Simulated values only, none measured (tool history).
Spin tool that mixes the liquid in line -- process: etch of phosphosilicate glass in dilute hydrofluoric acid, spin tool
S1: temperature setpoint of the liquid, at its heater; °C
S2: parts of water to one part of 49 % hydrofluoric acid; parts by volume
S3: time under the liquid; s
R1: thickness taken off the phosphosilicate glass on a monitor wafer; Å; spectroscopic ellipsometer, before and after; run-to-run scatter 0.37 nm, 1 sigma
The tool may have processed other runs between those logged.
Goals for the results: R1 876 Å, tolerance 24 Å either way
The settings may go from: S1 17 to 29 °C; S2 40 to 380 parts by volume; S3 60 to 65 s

run,hour,S1,S2,S3,R1
1,0,21,210,60,483.75
2,7.4,21,180,60,580.98
3,8,22.5,175,60,638.69
4,10.2,23.5,175,60,666.2
5,11.7,22,175,60,630.24
6,17.8,23,175,60,650.26
7,22.3,24,175,60,677.47
8,24.3,25,175,60,700.41
9,32.4,29,155,60,941.44
10,34.9,28.5,155,60,920.44
11,35.6,28,155,60,908.38

Next run, 4 choices. One meets every target within its allowed miss, the rest don't. Which?
A,36.3,27.5,160,65,?
B,36.3,29,160,65,?
C,36.3,28.5,155,60,?
D,36.3,28,170,65,?

move,R1
A,930.49
B,982.6
C,925.29
D,881.01
A: lands further from the targets than the last run did
B: lands further from the targets than the last run did
C: lands further from the targets than the last run did
D: each result inside its tolerance
The move that meets every target is D.
